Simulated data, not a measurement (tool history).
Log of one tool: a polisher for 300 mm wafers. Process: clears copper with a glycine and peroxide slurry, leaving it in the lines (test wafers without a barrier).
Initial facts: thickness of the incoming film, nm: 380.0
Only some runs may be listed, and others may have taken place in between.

| run | hour | flow of slurry (ml/min) | pressure of the wafer on the pad (kPa) | speed of the pad under the wafer (cm/s) | overpolish time after the end point (s) | time until the end point was called (s) | dishing of a wide line in a test structure (angstrom) |
|---|---|---|---|---|---|---|---|
| 1 | 0 | 245 | 17.2 | 96 | 9 | 73.274 | 292.86 |
| 2 | 1.2 | 245 | 18.6 | 100 | 10 | 69.685 | 340.92 |
| 3 | 7.2 | 245 | 20 | 104 | 10 | 62.864 | 359.23 |
| 4 | 9.3 | 295 | 20 | 104 | 10 | 60.677 | 366.73 |
| 5 | 15.5 | 295 | 20 | 104 | 8 | 62.909 | 316.56 |
| 6 | 22.4 | 295 | 18.6 | 104 | 8 | 65.84 | 299.77 |

What does the tool deliver on the next run?
| 7 | 24.3 | 295 | 19.3 | 110 | 9 | ? | ? |

For run 7 the tool returned time until the end point was called (s) 61.381, dishing of a wide line in a test structure (angstrom) 344.79.

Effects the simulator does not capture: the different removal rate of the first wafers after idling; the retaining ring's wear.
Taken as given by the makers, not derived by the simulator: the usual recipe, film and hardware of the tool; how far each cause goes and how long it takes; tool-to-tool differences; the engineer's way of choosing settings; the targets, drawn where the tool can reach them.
